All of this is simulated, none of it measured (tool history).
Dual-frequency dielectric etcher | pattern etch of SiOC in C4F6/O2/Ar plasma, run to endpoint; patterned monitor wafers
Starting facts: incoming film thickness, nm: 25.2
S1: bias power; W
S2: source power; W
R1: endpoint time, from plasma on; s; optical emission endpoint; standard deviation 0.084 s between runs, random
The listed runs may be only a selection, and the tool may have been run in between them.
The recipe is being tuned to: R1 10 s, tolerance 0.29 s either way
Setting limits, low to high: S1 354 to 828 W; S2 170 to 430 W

run,hour,S1,S2,R1
1,0,591,300,8.8331
2,7.4,573,300,8.9108
3,14.1,556,300,9.0435
4,18,556,340,8.6265
5,20.5,647,340,8.1194
6,29.5,647,310,8.3656
7,32.1,622,310,8.606
8,39.2,600,300,8.6916
9,46.2,580,300,8.9151

Of the 4 settings listed for the next run, only one would bring every result within its allowed miss of target. Which one?
A,53.2,580,250,?
B,53.2,775,390,?
C,53.2,812,330,?
D,53.2,475,270,?

move,R1
A,9.6217
B,7.404
C,7.6979
D,10.094
A: closer than the last run, but not yet in spec
B: lands further from the targets than the last run did
C: lands further from the targets than the last run did
D: meets every target
D meets every target.

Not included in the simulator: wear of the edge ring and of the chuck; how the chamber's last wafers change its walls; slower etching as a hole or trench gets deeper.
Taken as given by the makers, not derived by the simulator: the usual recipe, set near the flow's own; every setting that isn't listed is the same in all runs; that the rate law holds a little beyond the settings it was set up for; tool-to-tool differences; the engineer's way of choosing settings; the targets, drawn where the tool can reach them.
